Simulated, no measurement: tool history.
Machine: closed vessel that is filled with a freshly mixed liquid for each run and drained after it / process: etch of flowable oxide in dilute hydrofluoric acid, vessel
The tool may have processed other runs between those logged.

| run | day | temperature setpoint of the liquid (K) | parts of water to one part of 49 % hydrofluoric acid (parts by volume) | time in the liquid (s) | thickness taken off the flowable oxide on a monitor wafer (Å) |
|---|---|---|---|---|---|
| 1 | 0.000 | 295.15 | 40 | 30 | 368.64 |
| 2 | 0.104 | 296.15 | 40 | 30 | 383.18 |
| 3 | 0.308 | 296.15 | 40 | 30 | 385.56 |
| 4 | 0.346 | 293.15 | 40 | 30 | 335.85 |
| 5 | 0.429 | 293.15 | 40 | 30 | 336.92 |
| 6 | 0.638 | 293.15 | 25 | 30 | 549.54 |
| 7 | 0.796 | 293.65 | 25 | 30 | 567.65 |
| 8 | 0.875 | 294.15 | 25 | 30 | 574.31 |
| 9 | 1.208 | 294.65 | 25 | 30 | 586.92 |
| 10 | 1.521 | 295.15 | 25 | 30 | 610.89 |

Run 11, settings as shown, results not yet in. Your forecast:
| 11 | 1.908 | 296.15 | 25 | 30 | ? |

{"run 11": {"thickness taken off the flowable oxide on a monitor wafer (Å)": 637.47}}

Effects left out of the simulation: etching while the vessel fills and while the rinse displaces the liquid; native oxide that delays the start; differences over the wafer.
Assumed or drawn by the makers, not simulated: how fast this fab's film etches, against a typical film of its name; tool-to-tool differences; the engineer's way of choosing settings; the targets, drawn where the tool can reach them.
